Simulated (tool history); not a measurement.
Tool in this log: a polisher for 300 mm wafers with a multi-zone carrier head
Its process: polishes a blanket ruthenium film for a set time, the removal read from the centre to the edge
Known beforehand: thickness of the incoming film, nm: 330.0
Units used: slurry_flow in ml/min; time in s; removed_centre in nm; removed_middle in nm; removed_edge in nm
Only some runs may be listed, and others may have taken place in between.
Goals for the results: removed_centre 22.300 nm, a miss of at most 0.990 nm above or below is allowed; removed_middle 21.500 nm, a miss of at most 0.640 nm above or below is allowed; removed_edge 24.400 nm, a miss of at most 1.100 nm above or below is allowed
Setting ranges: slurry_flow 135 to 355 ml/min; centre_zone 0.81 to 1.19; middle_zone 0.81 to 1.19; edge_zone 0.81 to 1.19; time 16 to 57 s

run 1 hour=0.0 | slurry_flow=225 centre_zone=1.00 middle_zone=1.00 edge_zone=1.00 time=36 | removed_centre=39.984 removed_middle=39.318 removed_edge=40.264
run 2 hour=7.8 | slurry_flow=215 centre_zone=0.96 middle_zone=0.95 edge_zone=0.97 time=30 | removed_centre=31.952 removed_middle=31.354 removed_edge=32.980
run 3 hour=16.3 | slurry_flow=215 centre_zone=0.96 middle_zone=0.95 edge_zone=0.97 time=38 | removed_centre=40.692 removed_middle=39.875 removed_edge=42.408
run 4 hour=23.3 | slurry_flow=205 centre_zone=0.93 middle_zone=0.91 edge_zone=0.96 time=32 | removed_centre=32.367 removed_middle=31.917 removed_edge=34.758
run 5 hour=26.2 | slurry_flow=205 centre_zone=1.00 middle_zone=0.91 edge_zone=0.96 time=32 | removed_centre=35.424 removed_middle=32.147 removed_edge=35.377
run 6 hour=33.2 | slurry_flow=200 centre_zone=0.96 middle_zone=0.89 edge_zone=0.95 time=28 | removed_centre=29.254 removed_middle=27.262 removed_edge=29.476
run 7 hour=37.4 | slurry_flow=190 centre_zone=0.93 middle_zone=0.86 edge_zone=0.95 time=27 | removed_centre=27.254 removed_middle=25.700 removed_edge=29.106
run 8 hour=42.4 | slurry_flow=185 centre_zone=0.91 middle_zone=0.84 edge_zone=0.93 time=26 | removed_centre=25.702 removed_middle=24.006 removed_edge=27.400
run 9 hour=43.3 | slurry_flow=175 centre_zone=0.89 middle_zone=0.83 edge_zone=0.91 time=25 | removed_centre=23.189 removed_middle=22.678 removed_edge=25.879
run 10 hour=50.5 | slurry_flow=170 centre_zone=0.89 middle_zone=0.82 edge_zone=0.89 time=25 | removed_centre=23.210 removed_middle=22.413 removed_edge=26.171
run 11 hour=57.6 | slurry_flow=170 centre_zone=0.89 middle_zone=0.82 edge_zone=0.89 time=25 | removed_centre=23.128 removed_middle=22.240 removed_edge=25.828
run 12 hour=64.9 | slurry_flow=170 centre_zone=0.89 middle_zone=0.82 edge_zone=0.87 time=25 | removed_centre=23.362 removed_middle=22.571 removed_edge=25.295
run 13 hour=70.4 | slurry_flow=165 centre_zone=0.89 middle_zone=0.82 edge_zone=0.87 time=25 | removed_centre=23.053 removed_middle=22.350 removed_edge=25.252

Pick the move, out of 4, that brings all results within their allowed miss; only one does.
run A hour=75.9 | slurry_flow=195 centre_zone=1.06 middle_zone=1.03 edge_zone=0.81 time=21 | removed_centre=? removed_middle=? removed_edge=?
run B hour=75.9 | slurry_flow=150 centre_zone=0.88 middle_zone=0.81 edge_zone=0.83 time=25 | removed_centre=? removed_middle=? removed_edge=?
run C hour=75.9 | slurry_flow=155 centre_zone=0.89 middle_zone=0.81 edge_zone=0.85 time=27 | removed_centre=? removed_middle=? removed_edge=?
run D hour=75.9 | slurry_flow=200 centre_zone=0.83 middle_zone=0.81 edge_zone=0.95 time=25 | removed_centre=? removed_middle=? removed_edge=?

move=A removed_centre=24.296 removed_middle=23.233 removed_edge=20.858
move=B removed_centre=22.581 removed_middle=21.525 removed_edge=24.240
move=C removed_centre=24.876 removed_middle=23.419 removed_edge=26.599
move=D removed_centre=22.674 removed_middle=22.767 removed_edge=26.853
A: further off than the last run
B: meets every target
C: further off than the last run
D: further off than the last run
B meets every target.

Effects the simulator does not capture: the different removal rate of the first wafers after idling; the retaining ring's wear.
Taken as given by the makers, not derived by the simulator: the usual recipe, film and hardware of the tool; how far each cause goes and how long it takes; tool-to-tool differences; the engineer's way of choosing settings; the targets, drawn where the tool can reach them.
